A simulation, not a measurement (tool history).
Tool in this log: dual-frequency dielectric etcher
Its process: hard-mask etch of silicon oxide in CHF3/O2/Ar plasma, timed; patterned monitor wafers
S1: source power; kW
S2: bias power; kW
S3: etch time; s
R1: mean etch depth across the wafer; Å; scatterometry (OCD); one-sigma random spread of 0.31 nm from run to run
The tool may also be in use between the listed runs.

run 1 hour=0.0 | S1=0.870 S2=0.135 S3=30.5 | R1=656.54
run 2 hour=5.1 | S1=0.840 S2=0.134 S3=30.5 | R1=642.96
run 3 hour=8.5 | S1=0.820 S2=0.133 S3=30.5 | R1=629.25
run 4 hour=14.7 | S1=0.820 S2=0.156 S3=30.5 | R1=673.70
run 5 hour=22.6 | S1=0.760 S2=0.156 S3=30.5 | R1=648.87
run 6 hour=26.5 | S1=0.740 S2=0.155 S3=30.5 | R1=643.64
run 7 hour=31.9 | S1=0.720 S2=0.154 S3=30.5 | R1=634.03
run 8 hour=40.1 | S1=0.700 S2=0.153 S3=30.5 | R1=626.66
run 9 hour=43.4 | S1=0.680 S2=0.152 S3=30.5 | R1=615.98
run 10 hour=52.1 | S1=0.670 S2=0.152 S3=30.5 | R1=611.29
run 11 hour=57.6 | S1=0.660 S2=0.152 S3=30.5 | R1=609.63
run 12 hour=62.8 | S1=0.650 S2=0.152 S3=30.5 | R1=601.21

The next listed run, before its measurement:
run 13 hour=67.0 | S1=0.550 S2=0.148 S3=30.5 | R1=?

{"run 13": {"R1": 552.7}}

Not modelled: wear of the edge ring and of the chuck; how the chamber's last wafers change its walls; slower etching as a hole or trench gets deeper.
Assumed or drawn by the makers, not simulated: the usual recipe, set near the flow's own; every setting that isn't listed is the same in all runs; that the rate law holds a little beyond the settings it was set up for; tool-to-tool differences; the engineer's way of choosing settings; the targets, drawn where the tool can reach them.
